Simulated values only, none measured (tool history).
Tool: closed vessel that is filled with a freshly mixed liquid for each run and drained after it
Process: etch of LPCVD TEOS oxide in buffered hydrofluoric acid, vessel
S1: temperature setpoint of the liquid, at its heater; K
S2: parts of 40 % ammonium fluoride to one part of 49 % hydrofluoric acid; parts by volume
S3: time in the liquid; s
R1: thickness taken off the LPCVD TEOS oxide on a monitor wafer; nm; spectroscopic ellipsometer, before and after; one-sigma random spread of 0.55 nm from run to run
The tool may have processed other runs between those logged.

run 1 hour=0 | S1=298.15 S2=16.5 S3=35 | R1=66.031
run 2 hour=1.7 | S1=300.15 S2=14.5 S3=35 | R1=84.198
run 3 hour=6.5 | S1=301.65 S2=13.5 S3=35 | R1=98.011
run 4 hour=14.4 | S1=302.65 S2=12.5 S3=35 | R1=111.75
run 5 hour=19.1 | S1=303.15 S2=12 S3=35 | R1=118.9
run 6 hour=25.1 | S1=303.65 S2=11.5 S3=35 | R1=127.34
run 7 hour=26 | S1=304.15 S2=11 S3=35 | R1=137.19
run 8 hour=30.6 | S1=304.65 S2=11 S3=35 | R1=140
-- hour=38.1 thermometer replaced
run 9 hour=38.1 | S1=305.15 S2=10.5 S3=35 | R1=168.85

What does the tool deliver on the next run?
run 10 hour=43.4 | S1=304.65 S2=10.5 S3=35 | R1=?

R1: 165.15 nm
